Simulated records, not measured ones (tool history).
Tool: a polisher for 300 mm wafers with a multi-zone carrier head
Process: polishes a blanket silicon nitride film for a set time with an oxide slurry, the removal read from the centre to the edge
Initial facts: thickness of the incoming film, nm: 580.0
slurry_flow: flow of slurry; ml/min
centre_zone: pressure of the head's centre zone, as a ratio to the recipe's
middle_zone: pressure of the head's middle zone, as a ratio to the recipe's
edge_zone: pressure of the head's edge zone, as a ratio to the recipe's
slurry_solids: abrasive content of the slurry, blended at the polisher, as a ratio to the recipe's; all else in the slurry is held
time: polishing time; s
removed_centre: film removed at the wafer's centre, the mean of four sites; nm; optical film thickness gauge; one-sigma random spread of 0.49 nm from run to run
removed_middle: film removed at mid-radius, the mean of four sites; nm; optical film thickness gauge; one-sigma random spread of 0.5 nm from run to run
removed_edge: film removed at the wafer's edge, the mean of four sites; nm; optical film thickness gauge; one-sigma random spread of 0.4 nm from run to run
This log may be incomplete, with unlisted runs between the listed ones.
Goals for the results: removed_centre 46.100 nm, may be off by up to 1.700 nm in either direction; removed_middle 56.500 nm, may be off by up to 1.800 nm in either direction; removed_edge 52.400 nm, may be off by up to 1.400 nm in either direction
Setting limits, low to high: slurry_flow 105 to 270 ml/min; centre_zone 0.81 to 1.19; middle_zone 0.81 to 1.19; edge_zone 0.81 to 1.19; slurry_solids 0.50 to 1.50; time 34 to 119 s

run	hour	slurry_flow	centre_zone	middle_zone	edge_zone	slurry_solids	time	removed_centre	removed_middle	removed_edge
1	0.0	175	1.00	1.00	1.00	1.00	76	61.241	62.144	62.691
2	1.3	170	0.98	1.00	0.98	0.95	76	57.712	59.863	59.378
3	2.0	165	0.96	1.00	0.97	0.95	76	57.422	60.917	59.645
4	2.8	145	0.96	1.00	0.97	0.95	76	55.296	58.310	57.845
5	4.7	145	0.96	1.00	0.97	0.85	76	51.492	54.207	54.193
6	8.3	145	0.95	1.01	0.97	0.85	76	52.457	55.281	54.347
7	10.4	140	0.93	1.02	0.97	0.85	76	50.049	55.146	54.277
8	18.9	140	0.92	1.03	0.96	0.85	76	49.705	56.280	53.895
9	25.6	135	0.91	1.03	0.96	0.85	76	48.386	56.474	53.338

Exactly one of the 5 candidate moves below puts every result within its allowed miss. Which one?
A	32.3	140	0.84	1.06	0.95	0.95	73	?	?	?
B	32.3	135	0.94	1.04	0.94	0.85	75	?	?	?
C	32.3	140	0.98	1.04	1.01	0.60	99	?	?	?
D	32.3	155	0.95	1.07	0.88	0.85	74	?	?	?
E	32.3	105	0.87	1.07	0.90	0.75	86	?	?	?

move	removed_centre	removed_middle	removed_edge
A	46.468	59.196	55.533
B	49.581	55.506	52.795
C	52.627	56.430	55.447
D	50.730	57.391	51.351
E	45.781	57.142	52.686
A: meets the target for the result that was furthest off, but another lies outside its allowed miss
B: moves away from the targets compared with the last run
C: moves away from the targets compared with the last run
D: moves away from the targets compared with the last run
E: every result lands within tolerance
E is the move that brings every result within its allowed miss.
